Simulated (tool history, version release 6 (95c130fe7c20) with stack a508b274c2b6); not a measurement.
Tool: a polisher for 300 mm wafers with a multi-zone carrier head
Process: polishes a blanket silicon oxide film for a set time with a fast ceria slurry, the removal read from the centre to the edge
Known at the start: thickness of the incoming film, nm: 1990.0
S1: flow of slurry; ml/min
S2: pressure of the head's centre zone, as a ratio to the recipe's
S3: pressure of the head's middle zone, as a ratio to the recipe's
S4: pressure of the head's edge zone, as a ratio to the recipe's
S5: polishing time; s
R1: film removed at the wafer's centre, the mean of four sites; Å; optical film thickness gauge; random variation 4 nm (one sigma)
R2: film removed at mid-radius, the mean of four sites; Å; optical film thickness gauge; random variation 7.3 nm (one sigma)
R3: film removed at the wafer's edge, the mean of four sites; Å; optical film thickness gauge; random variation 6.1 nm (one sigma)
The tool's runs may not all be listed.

run	hour	S1	S2	S3	S4	S5	R1	R2	R3
1	0.0	205	1.00	1.00	1.00	56	7711.2	7856.1	7491.9
2	2.0	195	0.96	1.01	0.96	52	6875.8	7347.1	6800.8
3	4.9	190	0.92	1.01	0.94	49	6195.1	6865.8	6515.1
4	9.0	190	0.92	0.96	0.94	49	6212.9	6713.3	6410.8
5	12.8	185	0.90	0.98	0.91	47	5826.1	6470.3	6083.2
6	13.3	180	0.88	1.00	0.88	46	5490.4	6303.8	5785.4

Run 7 comes next. What will it give?
7	15.5	180	0.88	1.00	0.88	46	?	?	?

Run 7 gave R1 5552.2 Å, R2 6381.7 Å, R3 5856.5 Å.

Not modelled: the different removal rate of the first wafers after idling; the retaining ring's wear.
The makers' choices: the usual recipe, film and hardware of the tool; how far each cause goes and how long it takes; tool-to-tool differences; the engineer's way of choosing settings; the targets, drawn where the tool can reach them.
